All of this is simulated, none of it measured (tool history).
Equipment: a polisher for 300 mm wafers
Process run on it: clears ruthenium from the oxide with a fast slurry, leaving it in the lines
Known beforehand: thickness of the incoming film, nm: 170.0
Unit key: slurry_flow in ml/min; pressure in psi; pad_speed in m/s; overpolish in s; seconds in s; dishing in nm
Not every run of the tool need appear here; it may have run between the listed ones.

run,hour,slurry_flow,pressure,pad_speed,slurry_solids,overpolish,seconds,dishing
1,0,160,3.4,0.86,1,9,47.194,27.752
2,6.7,160,3.2,0.86,1,8,48.54,23.835
3,10.4,160,3.2,0.86,1,5,48.498,15.212
4,15,160,3.6,0.86,1,5,44.048,16.323
5,18.1,160,3.6,0.86,1,7,44.809,23.844
6,24.9,160,3.6,0.86,0.85,7,47.323,21.526
7,25.5,155,3.2,0.88,0.9,6,49.821,17.735
8,27.7,155,3.2,0.88,0.9,6,50.039,17.121
9,28.9,160,2.2,0.86,0.9,3,67.98,6.8987

Estimate the outcome of run 10 from the log above:
10,35.3,165,2.2,0.86,0.9,3,?,?

Run 10 measured seconds 66.857 s, dishing 6.9402 nm.

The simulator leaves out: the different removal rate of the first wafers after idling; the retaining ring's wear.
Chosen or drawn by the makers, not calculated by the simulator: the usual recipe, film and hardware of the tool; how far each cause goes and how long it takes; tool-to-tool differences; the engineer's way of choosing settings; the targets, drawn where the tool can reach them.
